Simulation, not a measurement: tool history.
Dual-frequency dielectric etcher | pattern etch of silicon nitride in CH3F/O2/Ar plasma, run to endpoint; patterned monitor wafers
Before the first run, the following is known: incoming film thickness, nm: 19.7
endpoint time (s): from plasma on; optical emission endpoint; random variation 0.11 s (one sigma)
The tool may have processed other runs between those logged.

{"run": 1, "hour": 0.0, "source power (W)": 310, "bias power (W)": 69, "endpoint time (s)": 31.595}
{"run": 2, "hour": 1.3, "source power (W)": 320, "bias power (W)": 69, "endpoint time (s)": 31.311}
{"run": 3, "hour": 9.2, "source power (W)": 320, "bias power (W)": 65, "endpoint time (s)": 31.881}
{"run": 4, "hour": 13.3, "source power (W)": 320, "bias power (W)": 58, "endpoint time (s)": 32.929}
{"run": 5, "hour": 17.5, "source power (W)": 320, "bias power (W)": 48, "endpoint time (s)": 34.715}
{"run": 6, "hour": 22.3, "source power (W)": 350, "bias power (W)": 49, "endpoint time (s)": 33.586}
{"run": 7, "hour": 26.1, "source power (W)": 370, "bias power (W)": 51, "endpoint time (s)": 32.77}

Expected results for the next run?
{"run": 8, "hour": 26.7, "source power (W)": 380, "bias power (W)": 53, "endpoint time (s)": "?"}

{"run 8": {"endpoint time (s)": 31.998}}
